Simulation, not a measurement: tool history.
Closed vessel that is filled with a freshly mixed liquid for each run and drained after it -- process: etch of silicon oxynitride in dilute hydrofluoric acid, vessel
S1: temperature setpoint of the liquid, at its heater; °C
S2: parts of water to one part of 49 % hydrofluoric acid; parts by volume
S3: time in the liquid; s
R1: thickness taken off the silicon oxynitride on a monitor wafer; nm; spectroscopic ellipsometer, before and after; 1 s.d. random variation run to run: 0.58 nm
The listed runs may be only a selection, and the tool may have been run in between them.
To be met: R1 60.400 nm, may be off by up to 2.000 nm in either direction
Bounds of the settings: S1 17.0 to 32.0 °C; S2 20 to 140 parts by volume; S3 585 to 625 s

run	day	S1	S2	S3	R1
1	0.000	24.0	75	585	25.544
2	0.300	26.5	65	585	33.419
3	0.642	24.0	65	585	29.918
4	0.988	24.0	85	585	22.416
5	1.012	24.0	65	585	29.995
6	1.250	22.5	65	585	27.614
7	1.483	25.0	60	585	34.370
# day 1.704: hydrofluoric acid flow meter replaced
8	1.704	27.0	55	585	45.379

Consider the 5 candidate settings below. Which is the only one whose results all fall within their allowed miss of target?
A	1.925	26.5	40	625	?
B	1.925	27.0	40	625	?
C	1.925	26.0	40	585	?
D	1.925	27.5	40	620	?
E	1.925	24.5	60	585	?

move	R1
A	65.397
B	66.989
C	59.751
D	68.065
E	36.421
A: moves the result that the last run missed by most past its target, out the other side
B: moves the result that the last run missed by most past its target, out the other side
C: every result within its allowed miss
D: moves the result that the last run missed by most past its target, out the other side
E: moves away from the targets compared with the last run
The move that meets every target is C.
